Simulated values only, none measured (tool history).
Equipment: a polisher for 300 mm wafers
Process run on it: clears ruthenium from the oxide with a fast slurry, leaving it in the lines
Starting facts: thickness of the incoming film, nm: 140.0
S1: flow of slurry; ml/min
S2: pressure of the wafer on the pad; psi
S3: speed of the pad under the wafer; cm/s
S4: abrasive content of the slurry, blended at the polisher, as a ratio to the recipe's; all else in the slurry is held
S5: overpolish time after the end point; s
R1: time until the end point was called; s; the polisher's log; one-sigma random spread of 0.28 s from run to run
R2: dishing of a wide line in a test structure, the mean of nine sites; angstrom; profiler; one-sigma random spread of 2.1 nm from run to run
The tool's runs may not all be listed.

run 1 hour=0 | S1=145 S2=2.6 S3=124 S4=1 S5=17 | R1=26.865 R2=629.45
run 2 hour=1.7 | S1=145 S2=2.9 S3=126 S4=1 S5=19 | R1=23.449 R2=783.51
run 3 hour=9.6 | S1=145 S2=3.1 S3=126 S4=1 S5=20 | R1=21.963 R2=804.41
run 4 hour=18 | S1=145 S2=3.1 S3=126 S4=0.85 S5=20 | R1=23.342 R2=783.64
run 5 hour=23.8 | S1=145 S2=3.3 S3=128 S4=0.85 S5=21 | R1=21.028 R2=866.27
run 6 hour=29.7 | S1=145 S2=3.3 S3=128 S4=0.7 S5=21 | R1=23.882 R2=815.57
run 7 hour=37.9 | S1=145 S2=3.5 S3=128 S4=0.7 S5=22 | R1=22.028 R2=859.31
run 8 hour=43.3 | S1=145 S2=3.6 S3=130 S4=0.7 S5=23 | R1=21.357 R2=911.53
run 9 hour=46.8 | S1=145 S2=3.7 S3=130 S4=0.7 S5=24 | R1=20.131 R2=936.24
run 10 hour=54 | S1=145 S2=3.7 S3=132 S4=0.7 S5=25 | R1=19.566 R2=981.83

Forecast run 11:
run 11 hour=55.3 | S1=145 S2=3.7 S3=132 S4=0.7 S5=26 | R1=? R2=?

Run 11 gave R1 20.352 s, R2 987.19 angstrom.
